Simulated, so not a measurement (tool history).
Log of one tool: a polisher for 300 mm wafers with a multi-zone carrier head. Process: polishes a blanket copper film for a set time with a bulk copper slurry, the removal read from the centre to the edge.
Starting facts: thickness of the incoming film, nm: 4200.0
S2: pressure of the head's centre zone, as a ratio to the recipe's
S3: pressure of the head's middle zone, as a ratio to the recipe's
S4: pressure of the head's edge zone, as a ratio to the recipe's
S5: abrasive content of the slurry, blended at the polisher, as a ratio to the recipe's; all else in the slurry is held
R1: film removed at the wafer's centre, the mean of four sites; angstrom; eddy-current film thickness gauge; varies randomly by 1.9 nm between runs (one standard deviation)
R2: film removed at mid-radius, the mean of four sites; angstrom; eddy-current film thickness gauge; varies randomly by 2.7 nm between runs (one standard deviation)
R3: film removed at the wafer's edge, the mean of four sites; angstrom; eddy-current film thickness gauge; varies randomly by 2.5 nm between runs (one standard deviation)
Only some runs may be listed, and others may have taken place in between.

Run 1, day 0.000: flow of slurry (ml/min) 135, S2 1.00, S3 1.00, S4 1.00, S5 1.00, polishing time (s) 37. Result: R1 2142.7 angstrom, R2 2209.2 angstrom, R3 2211.9 angstrom.
Run 2, day 0.188: flow of slurry (ml/min) 130, S2 0.98, S3 0.99, S4 1.03, S5 1.05, polishing time (s) 37. Result: R1 2126.7 angstrom, R2 2241.0 angstrom, R3 2244.4 angstrom.
Run 3, day 0.492: flow of slurry (ml/min) 130, S2 0.98, S3 0.99, S4 1.03, S5 1.05, polishing time (s) 29. Result: R1 1709.1 angstrom, R2 1726.5 angstrom, R3 1791.5 angstrom.
Run 4, day 0.671: flow of slurry (ml/min) 130, S2 0.98, S3 0.99, S4 1.03, S5 1.05, polishing time (s) 38. Result: R1 2214.5 angstrom, R2 2241.8 angstrom, R3 2286.5 angstrom.
Run 5, day 0.771: flow of slurry (ml/min) 130, S2 0.90, S3 0.99, S4 1.03, S5 1.05, polishing time (s) 38. Result: R1 2022.2 angstrom, R2 2249.3 angstrom, R3 2307.9 angstrom.
Run 6, day 1.117: flow of slurry (ml/min) 130, S2 0.90, S3 0.99, S4 1.03, S5 1.20, polishing time (s) 38. Result: R1 2074.7 angstrom, R2 2369.2 angstrom, R3 2399.3 angstrom.

Predict the results of run 7:
Run 7, day 1.412: flow of slurry (ml/min) 125, S2 0.89, S3 0.97, S4 1.04, S5 1.20, polishing time (s) 38. Result: R1 ?, R2 ?, R3 ?.

Logged for run 7: R1 2044.5 angstrom, R2 2280.6 angstrom, R3 2350.5 angstrom.
